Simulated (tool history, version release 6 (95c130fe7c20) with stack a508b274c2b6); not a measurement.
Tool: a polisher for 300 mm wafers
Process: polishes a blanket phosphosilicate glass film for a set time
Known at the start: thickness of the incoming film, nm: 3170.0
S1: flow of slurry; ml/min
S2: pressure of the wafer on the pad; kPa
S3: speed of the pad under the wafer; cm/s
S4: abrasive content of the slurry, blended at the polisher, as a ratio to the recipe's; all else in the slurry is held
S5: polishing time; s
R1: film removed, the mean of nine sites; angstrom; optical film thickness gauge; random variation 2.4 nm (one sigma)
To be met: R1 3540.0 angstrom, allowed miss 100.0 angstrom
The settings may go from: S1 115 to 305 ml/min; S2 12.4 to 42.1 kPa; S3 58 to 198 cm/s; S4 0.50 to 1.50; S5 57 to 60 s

run	hour	S1	S2	S3	S4	S5	R1
1	0.0	195	26.9	128	1.00	57	6209.7
2	6.6	195	31.7	128	1.00	57	7245.0
3	10.7	195	31.7	128	1.10	57	7556.2
4	16.6	190	25.5	122	1.10	57	5876.4
5	22.2	210	25.5	122	1.10	57	5977.3
6	25.1	200	21.4	120	1.10	57	4914.1
7	32.7	160	13.8	118	1.10	57	3150.1
8	36.9	175	13.8	118	1.10	57	3184.7
9	41.8	190	13.8	118	1.10	57	3192.5
10	48.2	195	17.2	118	1.10	57	4014.8
11	55.2	195	17.2	118	1.10	57	3945.3
12	63.1	180	17.2	118	1.10	57	3942.3
13	64.1	175	16.5	118	1.10	57	3745.4
14	71.3	175	16.5	118	1.10	57	3718.0
15	79.7	165	16.5	118	1.10	57	3718.5
16	85.1	165	16.5	118	1.10	57	3740.6

5 next moves are on the table. One of them brings every result within its allowed miss. Which?
A	90.5	170	17.9	118	1.05	57	?
B	90.5	115	13.8	138	1.25	57	?
C	90.5	170	18.6	102	1.10	60	?
D	90.5	115	20.0	134	0.90	57	?
E	90.5	115	17.9	126	0.95	60	?

move	R1
A	3953.7
B	3526.9
C	4010.0
D	4202.9
E	3934.0
A: further off than the last run
B: meets every target
C: further off than the last run
D: further off than the last run
E: further off than the last run
Move B is the one to make.

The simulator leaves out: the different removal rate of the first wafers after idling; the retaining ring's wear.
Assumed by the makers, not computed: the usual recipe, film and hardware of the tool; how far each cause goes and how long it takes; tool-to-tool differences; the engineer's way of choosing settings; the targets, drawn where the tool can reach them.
